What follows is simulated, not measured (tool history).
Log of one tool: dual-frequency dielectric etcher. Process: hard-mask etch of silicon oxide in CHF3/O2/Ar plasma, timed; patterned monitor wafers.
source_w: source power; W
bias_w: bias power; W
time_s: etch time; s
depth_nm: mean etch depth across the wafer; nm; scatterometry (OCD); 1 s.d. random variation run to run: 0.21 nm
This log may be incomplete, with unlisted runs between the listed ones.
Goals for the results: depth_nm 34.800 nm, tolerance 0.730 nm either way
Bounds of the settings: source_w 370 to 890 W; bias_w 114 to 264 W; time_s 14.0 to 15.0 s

run	day	source_w	bias_w	time_s	depth_nm
1	0.000	630	189	15.0	31.011
2	0.271	630	189	15.0	31.016
3	0.333	630	207	15.0	32.098
4	0.650	630	207	14.0	30.479
5	0.833	630	221	14.0	30.763
6	0.888	630	240	14.0	31.836
7	1.158	630	240	14.0	31.519
8	1.254	650	242	14.0	32.573
9	1.396	660	243	14.0	32.362

Consider the 4 candidate settings below. Which is the only one whose results all fall within their allowed miss of target?
A	1.538	670	220	14.5	?
B	1.538	600	264	15.0	?
C	1.538	610	264	14.0	?
D	1.538	580	249	14.0	?

move	depth_nm
A	32.463
B	34.889
C	32.732
D	31.465
A: about the same distance from the targets as the last run
B: every result lands within tolerance
C: an improvement on the last run, though not all results are within tolerance
D: further off than the last run
B is the move that brings every result within its allowed miss.

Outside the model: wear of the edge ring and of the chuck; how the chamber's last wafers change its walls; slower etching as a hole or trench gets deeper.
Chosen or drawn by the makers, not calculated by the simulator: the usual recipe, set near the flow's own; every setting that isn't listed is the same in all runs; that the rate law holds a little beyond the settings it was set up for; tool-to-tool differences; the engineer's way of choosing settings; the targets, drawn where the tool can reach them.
